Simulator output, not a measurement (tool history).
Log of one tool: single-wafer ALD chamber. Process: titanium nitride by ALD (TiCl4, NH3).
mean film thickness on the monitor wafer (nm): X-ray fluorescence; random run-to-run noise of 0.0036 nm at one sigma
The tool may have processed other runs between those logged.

run,hour,heater temperature setpoint (K),number of ALD cycles (cycles),NH3 pulse time (s),mean film thickness on the monitor wafer (nm)
1,0,673.15,40,1.88,0.87811
2,4.4,673.15,40,1.88,0.88197
3,5.8,680.15,40,1.88,0.88147
4,6.7,689.15,40,1.88,0.87931
5,14.3,689.15,40,2.17,0.88989
6,16.5,689.15,40,1.89,0.87293

What does the tool deliver on the next run?
7,21.6,690.15,40,1.65,?

mean film thickness on the monitor wafer (nm): 0.87665
